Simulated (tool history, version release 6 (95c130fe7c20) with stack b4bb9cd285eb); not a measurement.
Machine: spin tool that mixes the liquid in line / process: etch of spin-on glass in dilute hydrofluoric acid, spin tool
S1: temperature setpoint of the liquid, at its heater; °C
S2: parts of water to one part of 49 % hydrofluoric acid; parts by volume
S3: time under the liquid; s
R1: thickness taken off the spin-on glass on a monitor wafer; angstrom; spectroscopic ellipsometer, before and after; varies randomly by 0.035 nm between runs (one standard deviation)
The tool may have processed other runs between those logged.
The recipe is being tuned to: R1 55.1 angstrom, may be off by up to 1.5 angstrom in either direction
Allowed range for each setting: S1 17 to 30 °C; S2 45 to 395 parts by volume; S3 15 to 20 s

run,hour,S1,S2,S3,R1
1,0,22,220,20,21.709
2,6.7,22,220,15,16.362
3,10.3,20,220,15,15.221
4,13.8,20,260,15,12.304
5,22.3,22.5,260,15,13.524
6,27.1,23.5,240,15,15.527
7,34,24,220,15,17.659
8,34.7,24.5,200,15,20.255
9,40.8,25,180,15,22.924
10,43.4,25.5,165,15,26.247
11,48.5,26,155,15,28.566
12,57.4,26.5,145,15,31.992
13,62.8,27,135,15,35.276
14,71.8,27.5,130,15,37.482
15,72.5,28,125,15,39.988
16,77.7,28,120,15,42.013
17,82.4,28,115,15,44.751
18,87.9,29,105,15,50.987
19,90.4,29.5,105,15,51.594

5 candidate next runs follow, results not yet known. Just one meets every target within its allowed miss. Identify it.
A,92.9,28,115,20,?
B,92.9,30,100,15,?
C,92.9,29,110,15,?
D,92.9,29,105,15,?
E,92.9,28.5,105,15,?

move,R1
A,58.804
B,55.811
C,48.197
D,50.838
E,49.887
A: takes the result that was furthest off past its target
B: all results in spec
C: further off than the last run
D: further off than the last run
E: further off than the last run
Answer: B
